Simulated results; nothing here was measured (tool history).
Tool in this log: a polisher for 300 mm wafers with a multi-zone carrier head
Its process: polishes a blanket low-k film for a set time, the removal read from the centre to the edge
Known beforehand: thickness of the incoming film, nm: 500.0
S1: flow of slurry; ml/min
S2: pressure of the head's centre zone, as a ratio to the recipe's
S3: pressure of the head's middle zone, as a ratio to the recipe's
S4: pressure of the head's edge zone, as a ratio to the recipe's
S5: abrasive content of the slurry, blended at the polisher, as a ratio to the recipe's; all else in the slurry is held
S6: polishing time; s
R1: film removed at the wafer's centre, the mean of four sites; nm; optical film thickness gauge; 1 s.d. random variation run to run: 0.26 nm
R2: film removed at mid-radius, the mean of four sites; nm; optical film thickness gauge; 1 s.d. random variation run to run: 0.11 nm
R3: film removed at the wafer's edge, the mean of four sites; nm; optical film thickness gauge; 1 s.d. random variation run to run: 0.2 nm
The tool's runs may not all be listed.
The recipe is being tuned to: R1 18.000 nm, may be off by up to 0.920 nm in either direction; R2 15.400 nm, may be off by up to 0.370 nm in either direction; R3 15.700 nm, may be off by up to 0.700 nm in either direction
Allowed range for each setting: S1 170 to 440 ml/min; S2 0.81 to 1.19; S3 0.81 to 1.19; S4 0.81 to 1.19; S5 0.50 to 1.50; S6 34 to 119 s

run,day,S1,S2,S3,S4,S5,S6,R1,R2,R3
1,0.000,280,1.00,1.00,1.00,1.00,76,27.072,26.482,26.358
2,0.225,275,1.01,0.96,0.95,0.85,71,22.641,21.137,21.386
3,0.262,270,1.02,0.93,0.90,0.75,71,20.501,18.745,18.764
4,0.479,270,1.02,0.93,0.83,0.75,71,20.553,18.545,17.989
5,0.671,260,1.02,0.91,0.82,0.70,71,18.812,17.051,16.767
6,0.700,260,1.02,0.91,0.82,0.50,71,12.637,11.022,11.036
7,0.962,275,1.04,0.94,0.88,0.55,71,14.973,13.192,13.023
8,1.100,355,1.07,0.93,0.98,0.50,71,13.380,11.419,11.810
9,1.229,310,1.09,0.96,1.01,0.55,71,15.746,13.350,13.875
10,1.354,230,1.10,1.00,0.98,0.55,71,15.003,13.619,13.463

Which one of the following 4 next-run settings gets every result inside its allowed miss? There is exactly one.
A,1.479,240,1.12,0.97,1.00,0.70,61,?,?,?
B,1.479,390,1.19,0.87,1.11,0.65,67,?,?,?
C,1.479,195,0.82,1.15,1.19,0.60,68,?,?,?
D,1.479,195,0.89,1.05,1.07,0.60,58,?,?,?

move,R1,R2,R3
A,17.660,15.336,15.276
B,19.843,14.755,16.746
C,11.870,16.350,15.269
D,10.989,12.898,12.411
A: each result inside its tolerance
B: closer than the last run, but not yet in spec
C: takes the result that was furthest off past its target
D: the biggest miss grows against the last run
The right move is A.

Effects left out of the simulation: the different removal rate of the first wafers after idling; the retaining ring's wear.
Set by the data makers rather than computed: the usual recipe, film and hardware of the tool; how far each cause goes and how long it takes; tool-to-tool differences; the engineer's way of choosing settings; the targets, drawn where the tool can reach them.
